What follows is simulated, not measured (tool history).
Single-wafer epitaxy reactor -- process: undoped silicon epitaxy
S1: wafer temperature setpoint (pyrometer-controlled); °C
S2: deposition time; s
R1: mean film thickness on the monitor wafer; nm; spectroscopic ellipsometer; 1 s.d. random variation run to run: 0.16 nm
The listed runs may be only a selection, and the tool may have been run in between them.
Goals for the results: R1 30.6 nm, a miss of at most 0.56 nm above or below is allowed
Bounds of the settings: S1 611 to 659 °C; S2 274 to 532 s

run 1 hour=0 | S1=635 S2=403 | R1=49.115
run 2 hour=0.9 | S1=635 S2=434 | R1=52.985
run 3 hour=3.3 | S1=632 S2=433 | R1=49.062
run 4 hour=11.3 | S1=630 S2=433 | R1=46.729
run 5 hour=18.7 | S1=630 S2=488 | R1=52.855
run 6 hour=24.5 | S1=628 S2=483 | R1=49.237
run 7 hour=27.2 | S1=626 S2=480 | R1=46.146
run 8 hour=31.4 | S1=624 S2=480 | R1=44.169
run 9 hour=37.9 | S1=622 S2=478 | R1=41.751
run 10 hour=40.9 | S1=621 S2=477 | R1=40.383
run 11 hour=48.2 | S1=620 S2=476 | R1=39.567
run 12 hour=50.8 | S1=619 S2=474 | R1=38.026
run 13 hour=58.9 | S1=618 S2=474 | R1=37.548
run 14 hour=61.5 | S1=617 S2=472 | R1=36.045
run 15 hour=67.3 | S1=616 S2=472 | R1=34.883
run 16 hour=72.9 | S1=615 S2=472 | R1=34.401
run 17 hour=81.8 | S1=615 S2=471 | R1=34.147
run 18 hour=82.9 | S1=613 S2=469 | R1=32.155

Next run, 4 choices. One meets every target within its allowed miss, the rest don't. Which?
run A hour=84 | S1=616 S2=462 | R1=?
run B hour=84 | S1=618 S2=447 | R1=?
run C hour=84 | S1=615 S2=440 | R1=?
run D hour=84 | S1=614 S2=435 | R1=?

move=A R1=34.533
move=B R1=35.23
move=C R1=32.025
move=D R1=30.828
A: lands further from the targets than the last run did
B: lands further from the targets than the last run did
C: nearer the targets than the last run, but a result is still out of spec
D: meets every target
The right move is D.
